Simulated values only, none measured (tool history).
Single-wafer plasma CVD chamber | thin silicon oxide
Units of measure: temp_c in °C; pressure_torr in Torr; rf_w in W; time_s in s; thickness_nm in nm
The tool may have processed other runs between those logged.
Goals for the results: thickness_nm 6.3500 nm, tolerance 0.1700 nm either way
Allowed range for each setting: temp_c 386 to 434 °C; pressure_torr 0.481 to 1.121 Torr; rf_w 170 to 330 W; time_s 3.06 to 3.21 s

| run | hour | temp_c | pressure_torr | rf_w | time_s | thickness_nm |
|---|---|---|---|---|---|---|
| 1 | 0.0 | 410 | 0.801 | 250 | 3.21 | 5.1505 |
| 2 | 6.6 | 410 | 0.801 | 250 | 3.06 | 4.8936 |
| 3 | 8.6 | 410 | 0.878 | 250 | 3.06 | 5.2888 |
| 4 | 12.2 | 419 | 0.878 | 250 | 3.06 | 5.2320 |
| 5 | 19.2 | 419 | 0.823 | 250 | 3.06 | 4.9945 |
| 6 | 27.5 | 419 | 0.858 | 250 | 3.06 | 5.1471 |
| 7 | 30.7 | 419 | 0.888 | 250 | 3.06 | 5.3336 |
| 8 | 36.7 | 419 | 0.912 | 250 | 3.06 | 5.4431 |
| 9 | 44.1 | 419 | 0.934 | 250 | 3.06 | 5.5386 |
| 10 | 52.8 | 419 | 0.954 | 250 | 3.06 | 5.5900 |
| 11 | 56.0 | 419 | 0.974 | 250 | 3.06 | 5.7304 |
| 12 | 60.1 | 419 | 0.990 | 250 | 3.06 | 5.8460 |
| 13 | 66.2 | 419 | 1.002 | 250 | 3.06 | 5.8589 |
| 14 | 71.8 | 419 | 1.015 | 250 | 3.06 | 5.9193 |
| 15 | 78.1 | 419 | 1.026 | 250 | 3.06 | 5.9105 |

Exactly one of the 5 candidate moves below puts every result within its allowed miss. Which one?
| A | 84.4 | 420 | 0.990 | 260 | 3.16 | ? |
| B | 84.4 | 404 | 1.046 | 290 | 3.21 | ? |
| C | 84.4 | 421 | 1.030 | 250 | 3.12 | ? |
| D | 84.4 | 416 | 1.101 | 260 | 3.21 | ? |
| E | 84.4 | 421 | 1.056 | 245 | 3.21 | ? |

| move | thickness_nm |
|---|---|
| A | 6.0467 |
| B | 6.6591 |
| C | 6.0418 |
| D | 6.5925 |
| E | 6.2749 |
A: gains on the last run, yet a result remains outside its allowed miss
B: moves the result that the last run missed by most past its target, out the other side
C: gains on the last run, yet a result remains outside its allowed miss
D: moves the result that the last run missed by most past its target, out the other side
E: meets every target
The move that meets every target is E.
